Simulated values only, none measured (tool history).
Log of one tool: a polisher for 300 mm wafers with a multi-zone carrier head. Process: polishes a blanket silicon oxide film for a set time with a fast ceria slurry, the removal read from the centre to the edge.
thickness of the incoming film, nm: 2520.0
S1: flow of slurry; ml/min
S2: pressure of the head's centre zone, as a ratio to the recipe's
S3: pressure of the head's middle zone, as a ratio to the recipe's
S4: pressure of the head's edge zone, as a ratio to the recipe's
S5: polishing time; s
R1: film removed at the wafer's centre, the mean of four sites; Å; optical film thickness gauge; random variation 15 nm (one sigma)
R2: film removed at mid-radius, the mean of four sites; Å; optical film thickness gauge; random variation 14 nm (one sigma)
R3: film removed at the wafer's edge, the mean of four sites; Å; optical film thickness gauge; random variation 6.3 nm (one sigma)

| run | hour | S1 | S2 | S3 | S4 | S5 | R1 | R2 | R3 |
|---|---|---|---|---|---|---|---|---|---|
| 1 | 0 | 175 | 1 | 1 | 1 | 76 | 8155.7 | 8179.5 | 8159.9 |
| 2 | 7.6 | 180 | 1.01 | 1.01 | 1.02 | 77 | 8260.1 | 8320.1 | 8290.9 |
| 3 | 13.9 | 180 | 1.01 | 0.97 | 1.02 | 77 | 8441.6 | 8203 | 8319.2 |
| 4 | 16.7 | 185 | 1.02 | 0.98 | 1.03 | 78 | 8452.1 | 8454.8 | 8431.5 |
| 5 | 24.9 | 185 | 1.02 | 1.02 | 1.03 | 78 | 8604 | 8636.1 | 8580.2 |
| 6 | 33.4 | 185 | 1.02 | 0.99 | 1.03 | 78 | 8727.1 | 8756.3 | 8527.9 |
| 7 | 35.9 | 185 | 1.03 | 0.98 | 1.04 | 79 | 8722.2 | 8549 | 8752 |

The next listed run, before its measurement:
| 8 | 42.3 | 190 | 1.05 | 0.99 | 1.05 | 80 | ? | ? | ? |

R1: 8960.5 Å
R2: 8691.2 Å
R3: 8891.3 Å

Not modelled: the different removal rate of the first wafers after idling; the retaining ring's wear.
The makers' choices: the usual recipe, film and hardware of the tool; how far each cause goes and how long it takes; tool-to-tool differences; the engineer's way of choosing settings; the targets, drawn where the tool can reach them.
